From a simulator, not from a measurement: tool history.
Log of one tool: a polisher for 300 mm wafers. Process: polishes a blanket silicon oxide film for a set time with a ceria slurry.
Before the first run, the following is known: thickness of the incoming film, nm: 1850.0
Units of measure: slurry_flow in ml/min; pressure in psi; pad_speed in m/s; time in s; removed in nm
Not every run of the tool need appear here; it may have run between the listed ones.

run 1 hour=0 | slurry_flow=185 pressure=2.7 pad_speed=1.34 time=47 | removed=192.28
run 2 hour=1.3 | slurry_flow=185 pressure=3 pad_speed=1.36 time=47 | removed=212.87
run 3 hour=8.4 | slurry_flow=185 pressure=3.3 pad_speed=1.38 time=47 | removed=237.14
run 4 hour=9 | slurry_flow=185 pressure=3.5 pad_speed=1.38 time=47 | removed=255.9
run 5 hour=10.4 | slurry_flow=185 pressure=3.6 pad_speed=1.38 time=47 | removed=260.11
run 6 hour=19.2 | slurry_flow=185 pressure=3.7 pad_speed=1.38 time=47 | removed=260.95
run 7 hour=23.5 | slurry_flow=185 pressure=3.7 pad_speed=1.38 time=47 | removed=272.76

Run 8 is up next; what results do you expect?
run 8 hour=32.4 | slurry_flow=185 pressure=3.8 pad_speed=1.38 time=47 | removed=?

Run 8 produced removed 265.33 nm.
